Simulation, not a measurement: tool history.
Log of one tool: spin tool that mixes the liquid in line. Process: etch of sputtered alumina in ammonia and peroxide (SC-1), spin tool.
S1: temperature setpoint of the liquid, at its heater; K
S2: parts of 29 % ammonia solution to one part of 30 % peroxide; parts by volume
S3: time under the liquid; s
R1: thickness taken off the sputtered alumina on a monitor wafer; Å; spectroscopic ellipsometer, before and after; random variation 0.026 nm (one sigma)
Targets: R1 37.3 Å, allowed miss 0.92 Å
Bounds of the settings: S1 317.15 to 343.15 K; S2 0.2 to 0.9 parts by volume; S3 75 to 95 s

Run 1, hour 0: S1 333.15 K, S2 0.5 parts by volume, S3 95 s. Result: R1 60.115 Å.
Run 2, hour 1.2: S1 338.65 K, S2 0.5 parts by volume, S3 95 s. Result: R1 80.04 Å.
Run 3, hour 3.5: S1 341.15 K, S2 0.5 parts by volume, S3 95 s. Result: R1 90.834 Å.
Run 4, hour 4.2: S1 343.15 K, S2 0.5 parts by volume, S3 95 s. Result: R1 99.291 Å.
Run 5, hour 5.4: S1 343.15 K, S2 0.5 parts by volume, S3 95 s. Result: R1 98.513 Å.
Run 6, hour 9.4: S1 343.15 K, S2 0.6 parts by volume, S3 95 s. Result: R1 100.5 Å.
Run 7, hour 17: S1 340.65 K, S2 0.6 parts by volume, S3 95 s. Result: R1 91.118 Å.
Run 8, hour 21.2: S1 338.15 K, S2 0.6 parts by volume, S3 95 s. Result: R1 78.95 Å.
Run 9, hour 29.9: S1 336.15 K, S2 0.6 parts by volume, S3 95 s. Result: R1 71.905 Å.

Which of these 5 next moves meets every target?
Run A, hour 38.6: S1 326.65 K, S2 0.65 parts by volume, S3 75 s. Result: R1 ?.
Run B, hour 38.6: S1 327.65 K, S2 0.45 parts by volume, S3 75 s. Result: R1 ?.
Run C, hour 38.6: S1 324.15 K, S2 0.7 parts by volume, S3 75 s. Result: R1 ?.
Run D, hour 38.6: S1 326.65 K, S2 0.7 parts by volume, S3 75 s. Result: R1 ?.
Run E, hour 38.6: S1 328.15 K, S2 0.6 parts by volume, S3 75 s. Result: R1 ?.

move      R1
   A  34.317
   B  34.961
   C  30.184
   D  34.559
   E  36.897
A: takes the result that was furthest off past its target
B: takes the result that was furthest off past its target
C: takes the result that was furthest off past its target
D: takes the result that was furthest off past its target
E: meets every target
Answer: E
